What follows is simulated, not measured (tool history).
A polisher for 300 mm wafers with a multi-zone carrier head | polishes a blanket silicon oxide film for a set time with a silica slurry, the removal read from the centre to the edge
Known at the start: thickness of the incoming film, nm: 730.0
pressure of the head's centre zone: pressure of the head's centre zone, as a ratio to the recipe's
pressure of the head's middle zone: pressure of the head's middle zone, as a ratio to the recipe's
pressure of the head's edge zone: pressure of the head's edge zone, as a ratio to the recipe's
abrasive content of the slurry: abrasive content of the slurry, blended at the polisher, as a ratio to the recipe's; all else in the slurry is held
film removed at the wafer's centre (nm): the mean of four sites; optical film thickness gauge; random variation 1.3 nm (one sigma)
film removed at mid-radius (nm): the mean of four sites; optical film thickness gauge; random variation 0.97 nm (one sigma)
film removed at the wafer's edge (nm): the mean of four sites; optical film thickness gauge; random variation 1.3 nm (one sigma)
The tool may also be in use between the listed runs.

| run | hour | flow of slurry (ml/min) | pressure of the head's centre zone | pressure of the head's middle zone | pressure of the head's edge zone | abrasive content of the slurry | polishing time (s) | film removed at the wafer's centre (nm) | film removed at mid-radius (nm) | film removed at the wafer's edge (nm) |
|---|---|---|---|---|---|---|---|---|---|---|
| 1 | 0.0 | 300 | 1.00 | 1.00 | 1.00 | 1.00 | 63 | 205.400 | 226.330 | 230.850 |
| 2 | 5.1 | 300 | 1.00 | 1.00 | 1.00 | 1.10 | 63 | 220.030 | 243.390 | 240.460 |
| 3 | 9.7 | 305 | 1.02 | 1.00 | 0.98 | 1.05 | 59 | 204.640 | 220.140 | 216.540 |
| 4 | 11.1 | 310 | 1.03 | 0.99 | 0.97 | 1.00 | 56 | 185.510 | 204.630 | 198.910 |
| 5 | 12.3 | 310 | 1.03 | 0.99 | 0.97 | 0.85 | 56 | 170.880 | 181.460 | 181.740 |
| 6 | 17.2 | 310 | 1.04 | 0.97 | 0.96 | 0.80 | 55 | 164.450 | 168.750 | 169.250 |
| 7 | 25.9 | 305 | 1.04 | 0.95 | 0.95 | 0.75 | 54 | 151.030 | 153.860 | 158.060 |
| 8 | 28.4 | 305 | 1.05 | 0.94 | 0.93 | 0.70 | 54 | 143.410 | 146.000 | 146.640 |
| 9 | 35.7 | 300 | 1.06 | 0.92 | 0.92 | 0.70 | 54 | 142.270 | 140.970 | 143.770 |
| 10 | 38.7 | 295 | 1.07 | 0.91 | 0.91 | 0.70 | 54 | 146.350 | 142.430 | 146.230 |
| 11 | 42.2 | 295 | 1.08 | 0.90 | 0.90 | 0.70 | 53 | 144.820 | 137.580 | 142.610 |
| 12 | 44.6 | 295 | 1.09 | 0.89 | 0.89 | 0.70 | 53 | 146.800 | 135.740 | 140.130 |
|  | 52.5 | centre zone pressure recalibrated |
| 13 | 52.5 | 295 | 1.09 | 0.89 | 0.89 | 0.70 | 53 | 160.770 | 135.660 | 142.530 |
| 14 | 57.9 | 285 | 1.04 | 0.84 | 0.83 | 0.50 | 43 | 90.928 | 76.129 | 80.494 |
| 15 | 62.9 | 340 | 1.14 | 0.94 | 0.93 | 0.50 | 37 | 84.545 | 72.840 | 73.068 |
| 16 | 67.4 | 335 | 1.14 | 0.94 | 0.94 | 0.55 | 37 | 95.886 | 79.284 | 81.315 |
| 17 | 70.6 | 330 | 1.14 | 0.95 | 0.96 | 0.55 | 37 | 97.315 | 79.497 | 83.010 |
| 18 | 75.7 | 320 | 1.14 | 0.97 | 0.98 | 0.55 | 37 | 95.688 | 82.267 | 82.696 |
| 19 | 79.0 | 310 | 1.14 | 0.97 | 1.00 | 0.55 | 37 | 95.806 | 81.583 | 84.325 |
| 20 | 81.5 | 305 | 1.14 | 0.98 | 1.01 | 0.55 | 37 | 95.730 | 82.155 | 82.690 |
| 21 | 83.0 | 305 | 1.14 | 0.98 | 1.02 | 0.60 | 37 | 104.130 | 90.771 | 90.386 |
| 22 | 86.2 | 295 | 1.14 | 0.97 | 1.03 | 0.60 | 37 | 103.410 | 89.922 | 92.586 |

Run 23 comes next. What will it give?
| 23 | 87.4 | 285 | 1.15 | 0.97 | 1.04 | 0.60 | 37 | ? | ? | ? |

film removed at the wafer's centre (nm): 103.220
film removed at mid-radius (nm): 89.553
film removed at the wafer's edge (nm): 90.546
